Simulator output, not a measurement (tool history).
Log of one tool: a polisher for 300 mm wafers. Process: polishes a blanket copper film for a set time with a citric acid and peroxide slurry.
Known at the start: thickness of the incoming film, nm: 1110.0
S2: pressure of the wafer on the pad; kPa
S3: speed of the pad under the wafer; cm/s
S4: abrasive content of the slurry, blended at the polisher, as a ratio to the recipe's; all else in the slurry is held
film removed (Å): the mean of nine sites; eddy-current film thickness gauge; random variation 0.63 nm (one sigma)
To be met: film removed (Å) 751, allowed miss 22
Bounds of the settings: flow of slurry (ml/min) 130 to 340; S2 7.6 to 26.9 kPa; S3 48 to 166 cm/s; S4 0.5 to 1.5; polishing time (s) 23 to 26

run 1 hour=0 | flow_of_slurry_(ml/min)=220 S2=17.2 S3=106 S4=1 polishing_time_(s)=26 | film_removed_(Å)=537.09
run 2 hour=5.8 | flow_of_slurry_(ml/min)=220 S2=17.2 S3=106 S4=1 polishing_time_(s)=26 | film_removed_(Å)=540.73
run 3 hour=6.8 | flow_of_slurry_(ml/min)=225 S2=18.6 S3=106 S4=1 polishing_time_(s)=26 | film_removed_(Å)=556.24
run 4 hour=9.3 | flow_of_slurry_(ml/min)=225 S2=20.7 S3=108 S4=1 polishing_time_(s)=26 | film_removed_(Å)=631.32
run 5 hour=16.1 | flow_of_slurry_(ml/min)=225 S2=22.1 S3=108 S4=1 polishing_time_(s)=26 | film_removed_(Å)=661.28
run 6 hour=23.2 | flow_of_slurry_(ml/min)=225 S2=22.1 S3=90 S4=1 polishing_time_(s)=26 | film_removed_(Å)=544.59
run 7 hour=27.1 | flow_of_slurry_(ml/min)=225 S2=23.4 S3=94 S4=1 polishing_time_(s)=26 | film_removed_(Å)=601.03
run 8 hour=29.4 | flow_of_slurry_(ml/min)=225 S2=24.1 S3=96 S4=1 polishing_time_(s)=26 | film_removed_(Å)=625.57
run 9 hour=37.8 | flow_of_slurry_(ml/min)=225 S2=24.8 S3=98 S4=1 polishing_time_(s)=26 | film_removed_(Å)=649.76
run 10 hour=42.2 | flow_of_slurry_(ml/min)=230 S2=25.5 S3=100 S4=1 polishing_time_(s)=26 | film_removed_(Å)=677.61

5 next moves are on the table. One of them brings every result within its allowed miss. Which?
run A hour=46.6 | flow_of_slurry_(ml/min)=215 S2=26.9 S3=100 S4=1.05 polishing_time_(s)=26 | film_removed_(Å)=?
run B hour=46.6 | flow_of_slurry_(ml/min)=185 S2=26.9 S3=106 S4=1.45 polishing_time_(s)=26 | film_removed_(Å)=?
run C hour=46.6 | flow_of_slurry_(ml/min)=245 S2=26.9 S3=98 S4=1.05 polishing_time_(s)=26 | film_removed_(Å)=?
run D hour=46.6 | flow_of_slurry_(ml/min)=190 S2=26.2 S3=124 S4=1.05 polishing_time_(s)=23 | film_removed_(Å)=?
run E hour=46.6 | flow_of_slurry_(ml/min)=240 S2=26.9 S3=112 S4=1.05 polishing_time_(s)=26 | film_removed_(Å)=?

move=A film_removed_(Å)=712.04
move=B film_removed_(Å)=801.49
move=C film_removed_(Å)=705.56
move=D film_removed_(Å)=753.78
move=E film_removed_(Å)=802.61
A: nearer than the last run, and not there yet
B: takes the result that was furthest off past its target
C: nearer than the last run, and not there yet
D: meets every target
E: takes the result that was furthest off past its target
The right move is D.
